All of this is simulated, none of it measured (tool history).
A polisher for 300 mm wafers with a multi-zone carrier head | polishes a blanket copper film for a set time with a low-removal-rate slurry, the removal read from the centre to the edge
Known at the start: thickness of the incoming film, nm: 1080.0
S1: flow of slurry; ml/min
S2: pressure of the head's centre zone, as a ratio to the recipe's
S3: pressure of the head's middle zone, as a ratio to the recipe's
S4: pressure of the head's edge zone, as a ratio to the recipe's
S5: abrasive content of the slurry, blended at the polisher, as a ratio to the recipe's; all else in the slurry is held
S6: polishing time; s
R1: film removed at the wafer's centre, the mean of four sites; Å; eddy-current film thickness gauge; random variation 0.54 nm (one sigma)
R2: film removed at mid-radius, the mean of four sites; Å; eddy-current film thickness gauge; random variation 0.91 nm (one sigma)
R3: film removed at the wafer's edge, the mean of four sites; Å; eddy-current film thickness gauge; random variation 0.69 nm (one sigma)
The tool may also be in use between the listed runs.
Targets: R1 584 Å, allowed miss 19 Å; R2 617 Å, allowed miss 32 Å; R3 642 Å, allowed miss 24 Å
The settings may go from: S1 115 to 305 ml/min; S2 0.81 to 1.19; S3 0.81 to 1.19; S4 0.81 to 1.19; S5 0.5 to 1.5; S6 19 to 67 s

run,hour,S1,S2,S3,S4,S5,S6,R1,R2,R3
1,0,195,1,1,1,1,43,956.77,975.35,953.26
2,4.4,195,1,1,1,0.9,43,935.42,950.37,936.47
3,11.5,195,1,1,1,0.9,36,786.49,797.02,772.14
4,15.4,195,1,1,1.07,0.9,36,793.07,800.96,799.14
5,20.5,195,1,0.95,1.07,0.9,36,793.91,784.67,793.62
6,28.7,195,1,0.95,1.07,0.9,43,933.6,933.81,973.81
7,37,190,0.98,0.94,1.05,0.85,41,868.62,862.61,894.91
8,40.5,185,0.96,0.94,1.04,0.8,40,810.11,840.54,858.91
9,43.5,180,0.95,0.93,1.03,0.75,39,763.84,773.43,821.04
10,50.3,170,0.86,0.97,0.93,0.5,34,551.81,636.77,640.79
11,55.9,170,0.87,0.96,0.93,0.5,34,553.37,638.32,630.68

Which of these 4 next moves meets every target?
A,61.5,135,0.82,1.13,0.87,0.5,35,?,?,?
B,61.5,190,0.87,0.86,0.92,0.55,34,?,?,?
C,61.5,165,0.9,1.11,0.87,0.5,34,?,?,?
D,61.5,160,0.92,1.01,0.86,0.5,35,?,?,?

move,R1,R2,R3
A,509.03,699.89,599.08
B,578.14,608.52,638.29
C,571.57,701.37,601.19
D,597,668.75,614.31
A: further off than the last run
B: meets every target
C: brings the result that was furthest off to its target, and leaves another outside
D: brings the result that was furthest off to its target, and leaves another outside
Answer: B

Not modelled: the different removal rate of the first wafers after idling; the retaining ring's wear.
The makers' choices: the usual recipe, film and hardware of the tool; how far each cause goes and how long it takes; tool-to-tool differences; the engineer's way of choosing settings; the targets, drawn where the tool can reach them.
